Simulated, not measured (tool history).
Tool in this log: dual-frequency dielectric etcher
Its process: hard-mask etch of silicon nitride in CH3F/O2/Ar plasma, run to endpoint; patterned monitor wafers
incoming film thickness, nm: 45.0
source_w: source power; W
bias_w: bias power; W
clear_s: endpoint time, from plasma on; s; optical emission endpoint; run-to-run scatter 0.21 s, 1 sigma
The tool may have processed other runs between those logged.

{"run": 1, "hour": 0.0, "source_w": 390, "bias_w": 89, "clear_s": 62.577}
{"run": 2, "hour": 7.8, "source_w": 400, "bias_w": 89, "clear_s": 62.226}
{"run": 3, "hour": 11.2, "source_w": 410, "bias_w": 89, "clear_s": 61.714}
{"run": 4, "hour": 13.0, "source_w": 420, "bias_w": 89, "clear_s": 60.833}
{"run": 5, "hour": 15.3, "source_w": 420, "bias_w": 77, "clear_s": 63.254}
{"run": 6, "hour": 16.0, "source_w": 350, "bias_w": 77, "clear_s": 68.147}
{"run": 7, "hour": 20.4, "source_w": 370, "bias_w": 78, "clear_s": 66.745}

Run 8 is up next; what results do you expect?
{"run": 8, "hour": 23.7, "source_w": 450, "bias_w": 83, "clear_s": "?"}

For run 8 the tool returned clear_s 60.859 s.
